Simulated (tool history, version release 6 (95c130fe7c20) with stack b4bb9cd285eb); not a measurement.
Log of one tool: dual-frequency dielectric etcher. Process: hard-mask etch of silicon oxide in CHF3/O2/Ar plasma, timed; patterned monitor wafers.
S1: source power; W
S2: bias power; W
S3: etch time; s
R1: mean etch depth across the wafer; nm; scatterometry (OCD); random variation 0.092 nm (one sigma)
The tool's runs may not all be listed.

run  hour   S1   S2    S3      R1
  1   0.0  800  235  17.5  38.092
  2   5.0  800  207  17.5  36.643
  3  10.6  860  207  17.5  37.549
  4  11.4  840  207  17.5  37.363
  5  16.7  920  207  17.5  38.505
  6  22.5  890  206  17.5  38.018
  7  23.7  870  206  17.5  37.622
  8  27.8  850  206  17.5  37.461
  9  34.8  830  206  17.5  37.342
 10  36.8  810  205  17.5  36.707
 11  41.7  800  205  17.5  36.470

Run 12 comes next. What will it give?
 12  44.7  790  205  17.5   ?

{"run 12": {"R1": 36.475}}

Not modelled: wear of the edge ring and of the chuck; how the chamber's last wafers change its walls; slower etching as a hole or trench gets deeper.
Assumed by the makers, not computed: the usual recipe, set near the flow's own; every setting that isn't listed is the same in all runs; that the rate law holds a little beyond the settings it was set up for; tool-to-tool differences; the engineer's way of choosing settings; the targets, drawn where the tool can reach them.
